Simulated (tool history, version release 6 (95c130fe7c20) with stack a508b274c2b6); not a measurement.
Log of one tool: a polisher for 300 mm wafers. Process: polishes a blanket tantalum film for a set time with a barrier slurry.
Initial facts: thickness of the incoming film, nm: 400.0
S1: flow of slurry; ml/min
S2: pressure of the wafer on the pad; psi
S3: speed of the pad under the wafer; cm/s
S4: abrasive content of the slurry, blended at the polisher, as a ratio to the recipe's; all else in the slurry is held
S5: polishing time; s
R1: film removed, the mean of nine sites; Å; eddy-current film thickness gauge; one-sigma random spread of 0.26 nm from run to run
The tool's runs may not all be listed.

run,hour,S1,S2,S3,S4,S5,R1
1,0.0,135,1.2,110,1.0,44,514.82
2,2.4,135,1.0,110,1.0,44,428.49
3,3.5,135,1.0,110,1.0,39,389.82
4,4.3,135,1.0,110,0.9,39,375.44
5,12.3,120,1.0,110,0.9,39,364.63
6,15.2,115,0.9,110,0.9,39,328.78
7,21.6,100,0.6,104,0.9,39,200.16
8,26.2,105,0.6,104,0.9,39,202.93
9,32.3,105,0.6,104,0.9,39,204.98
10,38.1,110,0.6,104,0.9,39,204.91
11,46.1,115,0.6,104,0.9,39,208.19
12,51.6,120,0.6,104,0.9,39,211.75

What will run 13 give?
13,57.3,125,0.6,104,0.9,39,?

Run 13 measured R1 211.25 Å.

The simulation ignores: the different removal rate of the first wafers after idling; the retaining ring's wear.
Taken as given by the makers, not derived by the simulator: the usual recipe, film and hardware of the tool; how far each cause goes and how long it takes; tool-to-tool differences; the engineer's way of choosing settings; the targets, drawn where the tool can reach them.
